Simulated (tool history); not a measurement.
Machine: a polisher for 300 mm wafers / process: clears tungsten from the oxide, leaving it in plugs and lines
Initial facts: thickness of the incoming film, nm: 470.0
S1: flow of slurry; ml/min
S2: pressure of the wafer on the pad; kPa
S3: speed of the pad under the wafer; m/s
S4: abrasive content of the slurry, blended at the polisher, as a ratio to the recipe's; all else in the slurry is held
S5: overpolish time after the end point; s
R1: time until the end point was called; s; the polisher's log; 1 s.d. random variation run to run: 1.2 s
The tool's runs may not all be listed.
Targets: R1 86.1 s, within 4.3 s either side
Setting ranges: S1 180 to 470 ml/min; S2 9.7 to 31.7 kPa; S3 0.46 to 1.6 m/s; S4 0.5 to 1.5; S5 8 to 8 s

Run 1, hour 0: S1 300 ml/min, S2 20.7 kPa, S3 1.02 m/s, S4 1, S5 8 s. Result: R1 118.53 s.
Run 2, hour 2: S1 300 ml/min, S2 20.7 kPa, S3 1.02 m/s, S4 1.2, S5 8 s. Result: R1 112.24 s.
Run 3, hour 5.8: S1 300 ml/min, S2 20.7 kPa, S3 1.02 m/s, S4 1.2, S5 8 s. Result: R1 110.85 s.
Run 4, hour 8: S1 300 ml/min, S2 20.7 kPa, S3 1.02 m/s, S4 1.2, S5 8 s. Result: R1 113.19 s.
Run 5, hour 10.1: S1 300 ml/min, S2 21.4 kPa, S3 1.02 m/s, S4 1.2, S5 8 s. Result: R1 110.67 s.
At hour 16.8: slurry blender recalibrated.
Run 6, hour 16.8: S1 235 ml/min, S2 21.4 kPa, S3 1.02 m/s, S4 1.2, S5 8 s. Result: R1 105.86 s.
Run 7, hour 17.8: S1 235 ml/min, S2 22.1 kPa, S3 1.02 m/s, S4 1.2, S5 8 s. Result: R1 103.05 s.
Run 8, hour 21.6: S1 235 ml/min, S2 22.8 kPa, S3 1.02 m/s, S4 1.2, S5 8 s. Result: R1 100.16 s.

Which one of the following 4 next-run settings gets every result inside its allowed miss? There is exactly one.
Run A, hour 25.4: S1 275 ml/min, S2 22.8 kPa, S3 1.06 m/s, S4 1.15, S5 8 s. Result: R1 ?.
Run B, hour 25.4: S1 195 ml/min, S2 22.8 kPa, S3 1.2 m/s, S4 1.35, S5 8 s. Result: R1 ?.
Run C, hour 25.4: S1 225 ml/min, S2 23.4 kPa, S3 1.12 m/s, S4 1, S5 8 s. Result: R1 ?.
Run D, hour 25.4: S1 310 ml/min, S2 24.8 kPa, S3 1.18 m/s, S4 1.25, S5 8 s. Result: R1 ?.

move      R1
   A  95.182
   B   84.99
   C  93.609
   D  77.986
A: closer than the last run, but not yet in spec
B: all results land within tolerance of their targets
C: closer than the last run, but not yet in spec
D: pushes the last run's worst result past its target
Correct choice: B, which meets every target

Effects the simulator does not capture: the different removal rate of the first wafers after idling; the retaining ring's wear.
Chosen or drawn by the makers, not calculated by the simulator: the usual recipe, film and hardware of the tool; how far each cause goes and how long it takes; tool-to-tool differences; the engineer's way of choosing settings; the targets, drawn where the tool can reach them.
